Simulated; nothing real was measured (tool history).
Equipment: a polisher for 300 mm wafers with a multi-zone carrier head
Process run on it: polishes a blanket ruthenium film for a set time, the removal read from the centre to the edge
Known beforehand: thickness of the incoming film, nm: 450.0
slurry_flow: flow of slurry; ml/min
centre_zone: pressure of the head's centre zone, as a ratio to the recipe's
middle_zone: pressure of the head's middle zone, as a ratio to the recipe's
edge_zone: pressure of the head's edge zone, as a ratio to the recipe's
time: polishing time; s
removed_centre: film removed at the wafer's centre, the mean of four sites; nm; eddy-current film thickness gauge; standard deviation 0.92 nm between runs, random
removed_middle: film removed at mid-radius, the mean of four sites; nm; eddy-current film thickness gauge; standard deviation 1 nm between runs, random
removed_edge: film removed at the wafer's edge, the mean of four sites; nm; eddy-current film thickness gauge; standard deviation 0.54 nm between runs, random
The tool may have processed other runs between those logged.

run  hour  slurry_flow  centre_zone  middle_zone  edge_zone  time  removed_centre  removed_middle  removed_edge
  1   0.0          220         1.00         1.00       1.00    66          89.058          88.631        90.903
  2   7.5          220         1.00         0.95       1.00    66          89.622          85.259        89.858
  3  14.8          220         0.96         0.95       1.00    66          85.766          86.065        89.631
  4  23.2          210         0.92         0.96       0.96    64          78.817          83.004        84.619
  5  23.9          205         0.89         0.97       0.92    63          78.004          83.042        82.275
  6  28.9          200         0.87         1.00       0.92    61          71.774          83.387        79.714
  7  36.4          195         0.85         1.00       0.90    60          68.906          79.189        77.099
  8  43.0          190         0.84         1.01       0.88    60          68.298          80.476        76.435

Forecast run 9:
  9  47.7          185         0.83         1.02       0.87    60               ?               ?             ?

{"run 9": {"removed_centre": 65.187, "removed_middle": 82.165, "removed_edge": 76.204}}
